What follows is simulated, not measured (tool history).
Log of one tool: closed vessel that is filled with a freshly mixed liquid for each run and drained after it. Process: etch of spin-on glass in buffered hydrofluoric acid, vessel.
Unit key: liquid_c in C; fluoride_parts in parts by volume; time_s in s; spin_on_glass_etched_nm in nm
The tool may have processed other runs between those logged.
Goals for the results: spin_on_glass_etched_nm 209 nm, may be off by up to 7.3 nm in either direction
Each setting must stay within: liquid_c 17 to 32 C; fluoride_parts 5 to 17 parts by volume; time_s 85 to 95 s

{"run": 1, "hour": 0.0, "liquid_c": 24, "fluoride_parts": 10.5, "time_s": 85, "spin_on_glass_etched_nm": 272.19}
{"run": 2, "hour": 8.1, "liquid_c": 24, "fluoride_parts": 9.5, "time_s": 85, "spin_on_glass_etched_nm": 296.65}
{"run": 3, "hour": 13.8, "liquid_c": 27, "fluoride_parts": 9.5, "time_s": 85, "spin_on_glass_etched_nm": 348.24}
{"run": 4, "hour": 19.0, "liquid_c": 30.5, "fluoride_parts": 9.5, "time_s": 85, "spin_on_glass_etched_nm": 419.25}
{"run": 5, "hour": 23.3, "liquid_c": 28.5, "fluoride_parts": 9.5, "time_s": 85, "spin_on_glass_etched_nm": 373.91}
{"run": 6, "hour": 29.7, "liquid_c": 31.5, "fluoride_parts": 9.5, "time_s": 85, "spin_on_glass_etched_nm": 445.97}
{"run": 7, "hour": 34.8, "liquid_c": 29, "fluoride_parts": 9.5, "time_s": 85, "spin_on_glass_etched_nm": 386.4}
{"run": 8, "hour": 37.3, "liquid_c": 27, "fluoride_parts": 9.5, "time_s": 85, "spin_on_glass_etched_nm": 347.5}
{"run": 9, "hour": 40.7, "liquid_c": 25.5, "fluoride_parts": 9.5, "time_s": 85, "spin_on_glass_etched_nm": 320.9}
{"run": 10, "hour": 44.9, "liquid_c": 24, "fluoride_parts": 9.5, "time_s": 85, "spin_on_glass_etched_nm": 295.08}
{"run": 11, "hour": 53.9, "liquid_c": 23, "fluoride_parts": 9.5, "time_s": 85, "spin_on_glass_etched_nm": 274.13}
{"run": 12, "hour": 58.3, "liquid_c": 22, "fluoride_parts": 9.5, "time_s": 85, "spin_on_glass_etched_nm": 266.7}
{"run": 13, "hour": 59.5, "liquid_c": 18, "fluoride_parts": 10.5, "time_s": 85, "spin_on_glass_etched_nm": 194.68}

Pick the move, out of 5, that brings all results within their allowed miss; only one does.
{"run": "A", "hour": 60.7, "liquid_c": 17.5, "fluoride_parts": 8.5, "time_s": 85, "spin_on_glass_etched_nm": "?"}
{"run": "B", "hour": 60.7, "liquid_c": 19.5, "fluoride_parts": 11, "time_s": 95, "spin_on_glass_etched_nm": "?"}
{"run": "C", "hour": 60.7, "liquid_c": 19, "fluoride_parts": 9, "time_s": 85, "spin_on_glass_etched_nm": "?"}
{"run": "D", "hour": 60.7, "liquid_c": 19.5, "fluoride_parts": 10.5, "time_s": 90, "spin_on_glass_etched_nm": "?"}
{"run": "E", "hour": 60.7, "liquid_c": 17, "fluoride_parts": 10.5, "time_s": 95, "spin_on_glass_etched_nm": "?"}

move=A spin_on_glass_etched_nm=222.58
move=B spin_on_glass_etched_nm=223.23
move=C spin_on_glass_etched_nm=227.72
move=D spin_on_glass_etched_nm=221.3
move=E spin_on_glass_etched_nm=202.74
A: takes the biggest miss from the last run beyond its target
B: takes the biggest miss from the last run beyond its target
C: takes the biggest miss from the last run beyond its target
D: takes the biggest miss from the last run beyond its target
E: meets every target
E meets every target.
